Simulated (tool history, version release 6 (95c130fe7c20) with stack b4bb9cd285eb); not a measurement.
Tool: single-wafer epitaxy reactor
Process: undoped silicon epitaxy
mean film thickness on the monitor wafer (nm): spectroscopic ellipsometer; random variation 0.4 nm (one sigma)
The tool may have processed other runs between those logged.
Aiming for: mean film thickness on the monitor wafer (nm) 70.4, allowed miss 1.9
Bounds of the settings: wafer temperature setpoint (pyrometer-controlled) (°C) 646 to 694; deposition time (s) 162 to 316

run,hour,wafer temperature setpoint (pyrometer-controlled) (°C),deposition time (s),mean film thickness on the monitor wafer (nm)
1,0,670,239,59.687
2,4,673,239,62.19
3,5.2,673,215,56.908
4,12.9,677,216,60.802
5,20.1,681,216,65.937
6,24,691,216,78.32
7,28.5,689,216,75.988
8,30.2,688,216,73.418
9,34,687,216,72.581

Which one of the following 4 next-run settings gets every result inside its allowed miss? There is exactly one.
A,37.8,677,270,?
B,37.8,683,223,?
C,37.8,691,208,?
D,37.8,686,230,?

move,mean film thickness on the monitor wafer (nm)
A,75.749
B,69.711
C,74.973
D,75.862
A: its largest miss is bigger than the last run's
B: in spec on every target
C: its largest miss is bigger than the last run's
D: its largest miss is bigger than the last run's
The right move is B.

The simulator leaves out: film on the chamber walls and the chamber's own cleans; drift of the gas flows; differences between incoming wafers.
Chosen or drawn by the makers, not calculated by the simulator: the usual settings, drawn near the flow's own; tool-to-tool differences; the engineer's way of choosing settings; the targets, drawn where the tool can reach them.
